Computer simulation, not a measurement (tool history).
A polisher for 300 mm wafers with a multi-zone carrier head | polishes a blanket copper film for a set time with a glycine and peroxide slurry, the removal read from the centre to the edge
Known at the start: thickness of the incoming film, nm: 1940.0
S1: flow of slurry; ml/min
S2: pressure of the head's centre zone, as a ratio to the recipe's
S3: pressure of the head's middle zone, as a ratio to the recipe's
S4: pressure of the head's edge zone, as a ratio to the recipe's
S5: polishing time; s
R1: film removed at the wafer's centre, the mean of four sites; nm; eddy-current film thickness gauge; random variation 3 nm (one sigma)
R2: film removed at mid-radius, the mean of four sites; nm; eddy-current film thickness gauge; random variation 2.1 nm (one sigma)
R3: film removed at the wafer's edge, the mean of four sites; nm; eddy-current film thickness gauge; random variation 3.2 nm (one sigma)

run,hour,S1,S2,S3,S4,S5,R1,R2,R3
1,0.0,125,1.00,1.00,1.00,79,361.43,362.88,356.06
2,4.9,140,1.00,1.00,1.00,79,368.64,371.99,368.51
3,13.3,135,1.01,0.99,0.98,76,357.97,357.34,340.50
4,18.7,130,1.01,0.97,0.98,74,346.23,331.69,338.11
5,25.1,125,1.02,0.97,0.96,71,331.05,319.92,316.07
6,32.7,125,1.02,0.97,0.91,71,335.60,326.09,301.80
7,38.2,120,1.02,0.96,0.90,69,313.93,305.30,294.58
8,45.8,120,1.03,0.95,0.89,67,311.79,293.60,279.09
9,51.4,90,1.02,0.85,0.81,56,234.33,214.81,213.95
10,55.3,90,1.02,0.85,0.81,56,237.07,214.84,216.76
11,62.7,95,1.02,0.85,0.81,56,245.79,215.73,218.17
12,63.6,105,1.03,0.86,0.81,56,252.66,216.91,225.69

The next listed run, before its measurement:
13,72.1,105,1.04,0.87,0.81,56,?,?,?

{"run 13": {"R1": 252.25, "R2": 224.82, "R3": 220.03}}

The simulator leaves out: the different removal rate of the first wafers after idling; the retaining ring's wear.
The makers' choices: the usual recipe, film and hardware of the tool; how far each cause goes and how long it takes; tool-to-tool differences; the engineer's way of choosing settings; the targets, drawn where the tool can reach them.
